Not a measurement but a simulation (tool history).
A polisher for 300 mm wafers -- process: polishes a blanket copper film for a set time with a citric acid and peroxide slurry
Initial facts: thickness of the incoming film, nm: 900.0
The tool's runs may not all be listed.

run,hour,flow of slurry (ml/min),pressure of the wafer on the pad (kPa),speed of the pad under the wafer (cm/s),abrasive content of the slurry,polishing time (s),film removed (nm)
1,0.0,275,20.7,128,1.0,73,207.65
2,3.5,275,20.7,128,1.0,73,205.62
3,6.8,275,20.7,114,1.0,73,185.33
4,13.6,305,20.7,114,1.0,73,188.81
5,14.3,305,22.8,116,1.0,73,208.94
6,18.4,265,22.8,116,1.0,73,203.88

What does the tool deliver on the next run?
# hour 24.4: slurry blender recalibrated
7,24.4,270,28.3,122,1.0,73,?

{"run 7": {"film removed (nm)": 271.85}}
